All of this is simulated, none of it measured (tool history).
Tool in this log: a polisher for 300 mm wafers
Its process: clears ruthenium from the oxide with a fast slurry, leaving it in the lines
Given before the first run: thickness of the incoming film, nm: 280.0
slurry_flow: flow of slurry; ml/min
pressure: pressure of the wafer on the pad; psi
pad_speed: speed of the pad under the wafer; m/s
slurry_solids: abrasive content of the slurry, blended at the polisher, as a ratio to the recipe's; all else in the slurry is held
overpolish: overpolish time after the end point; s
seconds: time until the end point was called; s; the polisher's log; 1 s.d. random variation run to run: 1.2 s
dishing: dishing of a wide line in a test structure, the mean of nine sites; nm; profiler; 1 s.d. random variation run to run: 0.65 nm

| run | hour | slurry_flow | pressure | pad_speed | slurry_solids | overpolish | seconds | dishing |
|---|---|---|---|---|---|---|---|---|
| 1 | 0 | 300 | 3.3 | 1.12 | 1 | 26 | 44.505 | 71.695 |
| 2 | 5.4 | 300 | 3.1 | 1.12 | 1 | 24 | 48.27 | 64.428 |
| 3 | 14.1 | 300 | 2.9 | 1.12 | 1 | 23 | 50.397 | 61.191 |
| 4 | 17.1 | 250 | 2.9 | 1.12 | 1 | 23 | 51.857 | 59.562 |
| 5 | 23.9 | 250 | 2.9 | 1.12 | 0.85 | 23 | 53.792 | 59.278 |
| 6 | 24.5 | 205 | 2.9 | 1.12 | 0.85 | 23 | 54.948 | 56.808 |
| 7 | 31.6 | 205 | 2.8 | 1.12 | 0.85 | 22 | 57.395 | 54.76 |

Run 8 comes next. What will it give?
| 8 | 38 | 205 | 2.7 | 1.12 | 0.85 | 21 | ? | ? |

seconds: 58.831 s
dishing: 51.222 nm
